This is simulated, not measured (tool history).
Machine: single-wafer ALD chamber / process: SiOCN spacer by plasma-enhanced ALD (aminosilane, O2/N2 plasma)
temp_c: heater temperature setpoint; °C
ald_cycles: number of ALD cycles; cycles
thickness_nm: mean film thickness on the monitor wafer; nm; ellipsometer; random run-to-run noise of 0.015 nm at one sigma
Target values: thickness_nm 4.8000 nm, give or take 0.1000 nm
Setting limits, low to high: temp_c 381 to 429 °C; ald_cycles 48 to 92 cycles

run 1 day=0.000 | temp_c=405 ald_cycles=70 | thickness_nm=4.3648
run 2 day=0.300 | temp_c=405 ald_cycles=74 | thickness_nm=4.5966
run 3 day=0.612 | temp_c=405 ald_cycles=68 | thickness_nm=4.2424
run 4 day=0.779 | temp_c=404 ald_cycles=69 | thickness_nm=4.3029
run 5 day=0.883 | temp_c=399 ald_cycles=69 | thickness_nm=4.3163
run 6 day=1.158 | temp_c=405 ald_cycles=69 | thickness_nm=4.2895
run 7 day=1.267 | temp_c=405 ald_cycles=70 | thickness_nm=4.3482
run 8 day=1.583 | temp_c=405 ald_cycles=71 | thickness_nm=4.4285
-- day=1.946 thermocouple changed; heater temperature recalibrated
run 9 day=1.946 | temp_c=405 ald_cycles=72 | thickness_nm=4.4469
run 10 day=2.096 | temp_c=405 ald_cycles=73 | thickness_nm=4.4488
run 11 day=2.446 | temp_c=405 ald_cycles=74 | thickness_nm=4.5586
run 12 day=2.779 | temp_c=405 ald_cycles=75 | thickness_nm=4.6314

5 next moves are on the table. One of them brings every result within its allowed miss. Which?
run A day=3.112 | temp_c=411 ald_cycles=74 | thickness_nm=?
run B day=3.112 | temp_c=416 ald_cycles=78 | thickness_nm=?
run C day=3.112 | temp_c=409 ald_cycles=74 | thickness_nm=?
run D day=3.112 | temp_c=398 ald_cycles=77 | thickness_nm=?
run E day=3.112 | temp_c=395 ald_cycles=73 | thickness_nm=?

move=A thickness_nm=4.4708
move=B thickness_nm=4.6328
move=C thickness_nm=4.5010
move=D thickness_nm=4.8186
move=E thickness_nm=4.5683
A: its largest miss is bigger than the last run's
B: about the same distance from the targets as the last run
C: its largest miss is bigger than the last run's
D: in spec on every target
E: its largest miss is bigger than the last run's
Correct choice: D, which meets every target
